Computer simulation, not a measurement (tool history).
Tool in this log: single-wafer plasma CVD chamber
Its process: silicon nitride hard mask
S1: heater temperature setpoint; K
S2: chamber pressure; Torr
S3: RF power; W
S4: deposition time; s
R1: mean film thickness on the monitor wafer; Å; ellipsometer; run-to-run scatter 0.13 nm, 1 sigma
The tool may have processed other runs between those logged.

{"run": 1, "hour": 0.0, "S1": 688.15, "S2": 1.96, "S3": 285, "S4": 20.8, "R1": 238.98}
{"run": 2, "hour": 8.6, "S1": 688.15, "S2": 1.96, "S3": 285, "S4": 20.8, "R1": 242.03}
{"run": 3, "hour": 12.1, "S1": 688.15, "S2": 2.16, "S3": 290, "S4": 20.8, "R1": 247.56}
{"run": 4, "hour": 20.6, "S1": 688.15, "S2": 2.28, "S3": 300, "S4": 20.8, "R1": 256.43}
{"run": 5, "hour": 29.5, "S1": 692.15, "S2": 2.28, "S3": 300, "S4": 20.8, "R1": 256.9}
{"run": 6, "hour": 33.0, "S1": 692.15, "S2": 2.28, "S3": 300, "S4": 19.8, "R1": 243.92}
{"run": 7, "hour": 39.9, "S1": 692.15, "S2": 2.39, "S3": 310, "S4": 19.8, "R1": 253.82}
{"run": 8, "hour": 46.0, "S1": 692.15, "S2": 2.47, "S3": 315, "S4": 19.8, "R1": 258.39}

Run 9 has not been measured yet. What should we expect?
{"run": 9, "hour": 48.1, "S1": 692.15, "S2": 2.53, "S3": 320, "S4": 19.8, "R1": "?"}

Logged for run 9: R1 265.12 Å.

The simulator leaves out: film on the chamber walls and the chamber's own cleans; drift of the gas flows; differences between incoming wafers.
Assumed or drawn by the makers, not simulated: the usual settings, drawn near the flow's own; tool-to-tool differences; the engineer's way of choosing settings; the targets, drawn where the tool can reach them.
